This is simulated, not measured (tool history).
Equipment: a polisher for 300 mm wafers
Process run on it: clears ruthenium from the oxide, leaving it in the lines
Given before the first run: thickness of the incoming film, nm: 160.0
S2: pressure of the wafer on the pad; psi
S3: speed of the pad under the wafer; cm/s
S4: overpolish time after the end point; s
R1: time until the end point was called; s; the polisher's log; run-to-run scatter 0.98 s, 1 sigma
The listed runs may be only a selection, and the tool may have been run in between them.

Run 1, hour 0.0: flow of slurry (ml/min) 270, S2 2.5 psi, S3 128 cm/s, S4 30 s. Result: R1 100.240 s.
Run 2, hour 2.6: flow of slurry (ml/min) 270, S2 2.7 psi, S3 128 cm/s, S4 30 s. Result: R1 98.665 s.
Run 3, hour 6.3: flow of slurry (ml/min) 270, S2 2.9 psi, S3 132 cm/s, S4 30 s. Result: R1 90.582 s.
Run 4, hour 9.1: flow of slurry (ml/min) 270, S2 2.9 psi, S3 132 cm/s, S4 30 s. Result: R1 89.772 s.
Run 5, hour 14.5: flow of slurry (ml/min) 270, S2 2.6 psi, S3 132 cm/s, S4 30 s. Result: R1 97.006 s.
Run 6, hour 21.8: flow of slurry (ml/min) 270, S2 2.6 psi, S3 132 cm/s, S4 32 s. Result: R1 97.321 s.

Run 7 has not been measured yet. What should we expect?
Run 7, hour 29.6: flow of slurry (ml/min) 270, S2 2.8 psi, S3 134 cm/s, S4 32 s. Result: R1 ?.

R1: 91.549 s
